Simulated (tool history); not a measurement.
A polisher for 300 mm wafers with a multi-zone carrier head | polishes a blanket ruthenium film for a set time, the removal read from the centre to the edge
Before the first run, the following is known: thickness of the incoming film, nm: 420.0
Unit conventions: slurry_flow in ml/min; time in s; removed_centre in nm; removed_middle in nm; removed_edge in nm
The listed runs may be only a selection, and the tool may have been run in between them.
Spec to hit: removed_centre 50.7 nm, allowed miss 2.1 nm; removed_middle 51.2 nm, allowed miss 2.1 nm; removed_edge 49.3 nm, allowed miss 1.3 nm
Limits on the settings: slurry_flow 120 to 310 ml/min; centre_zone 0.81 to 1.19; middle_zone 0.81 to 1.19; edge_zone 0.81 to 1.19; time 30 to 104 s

Run 1, hour 0: slurry_flow 200 ml/min, centre_zone 1, middle_zone 1, edge_zone 1, time 67 s. Result: removed_centre 60.587 nm, removed_middle 59.538 nm, removed_edge 60.561 nm.
Run 2, hour 4.2: slurry_flow 195 ml/min, centre_zone 0.99, middle_zone 1, edge_zone 0.98, time 66 s. Result: removed_centre 58.797 nm, removed_middle 58.857 nm, removed_edge 58.667 nm.
Run 3, hour 7.9: slurry_flow 195 ml/min, centre_zone 1.06, middle_zone 1, edge_zone 0.98, time 66 s. Result: removed_centre 63.584 nm, removed_middle 58.216 nm, removed_edge 59.117 nm.
Run 4, hour 14.1: slurry_flow 195 ml/min, centre_zone 1.06, middle_zone 1, edge_zone 0.98, time 73 s. Result: removed_centre 69.464 nm, removed_middle 65.083 nm, removed_edge 65.647 nm.
Run 5, hour 17: slurry_flow 190 ml/min, centre_zone 1.04, middle_zone 1, edge_zone 0.96, time 71 s. Result: removed_centre 66.485 nm, removed_middle 63.85 nm, removed_edge 62.961 nm.
Run 6, hour 22.2: slurry_flow 190 ml/min, centre_zone 1.03, middle_zone 0.99, edge_zone 0.95, time 69 s. Result: removed_centre 63.547 nm, removed_middle 60.567 nm, removed_edge 60.075 nm.
Run 7, hour 31: slurry_flow 185 ml/min, centre_zone 1.01, middle_zone 0.98, edge_zone 0.93, time 68 s. Result: removed_centre 62.621 nm, removed_middle 60.682 nm, removed_edge 59.03 nm.
Run 8, hour 35.4: slurry_flow 180 ml/min, centre_zone 1, middle_zone 0.97, edge_zone 0.92, time 67 s. Result: removed_centre 60.582 nm, removed_middle 58.371 nm, removed_edge 58.167 nm.
Run 9, hour 42.2: slurry_flow 180 ml/min, centre_zone 0.99, middle_zone 0.97, edge_zone 0.91, time 66 s. Result: removed_centre 57.981 nm, removed_middle 56.782 nm, removed_edge 56.762 nm.
Run 10, hour 50.5: slurry_flow 180 ml/min, centre_zone 0.99, middle_zone 0.97, edge_zone 0.9, time 65 s. Result: removed_centre 58.021 nm, removed_middle 57.127 nm, removed_edge 55.765 nm.
Run 11, hour 53.4: slurry_flow 180 ml/min, centre_zone 0.98, middle_zone 0.97, edge_zone 0.89, time 64 s. Result: removed_centre 55.493 nm, removed_middle 56.589 nm, removed_edge 54.048 nm.

Pick the move, out of 5, that brings all results within their allowed miss; only one does.
Run A, hour 56.3: slurry_flow 180 ml/min, centre_zone 0.94, middle_zone 1, edge_zone 0.87, time 71 s. Result: removed_centre ?, removed_middle ?, removed_edge ?.
Run B, hour 56.3: slurry_flow 190 ml/min, centre_zone 0.94, middle_zone 0.89, edge_zone 1.04, time 65 s. Result: removed_centre ?, removed_middle ?, removed_edge ?.
Run C, hour 56.3: slurry_flow 195 ml/min, centre_zone 0.99, middle_zone 0.99, edge_zone 0.91, time 57 s. Result: removed_centre ?, removed_middle ?, removed_edge ?.
Run D, hour 56.3: slurry_flow 165 ml/min, centre_zone 0.85, middle_zone 0.85, edge_zone 1.06, time 70 s. Result: removed_centre ?, removed_middle ?, removed_edge ?.
Run E, hour 56.3: slurry_flow 155 ml/min, centre_zone 0.95, middle_zone 0.85, edge_zone 1.08, time 62 s. Result: removed_centre ?, removed_middle ?, removed_edge ?.

move  removed_centre  removed_middle  removed_edge
   A          59.621          62.325         60.64
   B          54.946          52.792         60.76
   C          50.973          50.134        50.053
   D          52.414           54.11        65.237
   E          51.462           47.51        57.976
A: the biggest miss grows against the last run
B: the biggest miss grows against the last run
C: all results land within tolerance of their targets
D: the biggest miss grows against the last run
E: the biggest miss grows against the last run
C meets every target.
